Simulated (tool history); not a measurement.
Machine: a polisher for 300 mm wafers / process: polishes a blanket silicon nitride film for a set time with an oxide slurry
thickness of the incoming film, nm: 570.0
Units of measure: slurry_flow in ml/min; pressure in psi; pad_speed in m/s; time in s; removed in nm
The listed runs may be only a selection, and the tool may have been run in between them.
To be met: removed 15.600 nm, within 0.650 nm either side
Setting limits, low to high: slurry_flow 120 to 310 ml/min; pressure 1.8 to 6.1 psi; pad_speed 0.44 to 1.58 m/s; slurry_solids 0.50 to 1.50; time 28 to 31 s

Run 1, hour 0.0: slurry_flow 200 ml/min, pressure 3.9 psi, pad_speed 1.00 m/s, slurry_solids 1.00, time 31 s. Result: removed 21.021 nm.
Run 2, hour 1.8: slurry_flow 200 ml/min, pressure 4.5 psi, pad_speed 1.00 m/s, slurry_solids 1.00, time 31 s. Result: removed 22.749 nm.
Run 3, hour 4.4: slurry_flow 200 ml/min, pressure 4.1 psi, pad_speed 0.98 m/s, slurry_solids 1.00, time 31 s. Result: removed 21.321 nm.
Run 4, hour 10.7: slurry_flow 200 ml/min, pressure 3.8 psi, pad_speed 0.98 m/s, slurry_solids 1.00, time 31 s. Result: removed 19.929 nm.
Run 5, hour 14.9: slurry_flow 200 ml/min, pressure 3.6 psi, pad_speed 0.98 m/s, slurry_solids 1.00, time 31 s. Result: removed 19.923 nm.
Run 6, hour 19.3: slurry_flow 200 ml/min, pressure 3.3 psi, pad_speed 0.96 m/s, slurry_solids 1.00, time 31 s. Result: removed 18.113 nm.
Run 7, hour 28.2: slurry_flow 200 ml/min, pressure 3.2 psi, pad_speed 0.96 m/s, slurry_solids 1.00, time 31 s. Result: removed 18.272 nm.
Run 8, hour 28.9: slurry_flow 200 ml/min, pressure 3.0 psi, pad_speed 0.96 m/s, slurry_solids 1.00, time 31 s. Result: removed 17.509 nm.
Run 9, hour 32.4: slurry_flow 200 ml/min, pressure 2.9 psi, pad_speed 0.96 m/s, slurry_solids 1.00, time 31 s. Result: removed 16.779 nm.
Run 10, hour 36.6: slurry_flow 200 ml/min, pressure 2.8 psi, pad_speed 0.96 m/s, slurry_solids 1.00, time 31 s. Result: removed 16.382 nm.

Which of these 4 next moves meets every target?
Run A, hour 40.8: slurry_flow 220 ml/min, pressure 2.6 psi, pad_speed 0.96 m/s, slurry_solids 1.00, time 28 s. Result: removed ?.
Run B, hour 40.8: slurry_flow 170 ml/min, pressure 2.5 psi, pad_speed 0.96 m/s, slurry_solids 1.10, time 31 s. Result: removed ?.
Run C, hour 40.8: slurry_flow 205 ml/min, pressure 3.0 psi, pad_speed 0.96 m/s, slurry_solids 1.00, time 31 s. Result: removed ?.
Run D, hour 40.8: slurry_flow 210 ml/min, pressure 2.7 psi, pad_speed 0.90 m/s, slurry_solids 0.95, time 30 s. Result: removed ?.

move  removed
   A   14.397
   B   15.810
   C   17.215
   D   14.360
A: the result that was furthest off in the last run now lies on the other side of its target
B: hits every target within its allowed miss
C: further off than the last run
D: the result that was furthest off in the last run now lies on the other side of its target
B is the move that brings every result within its allowed miss.
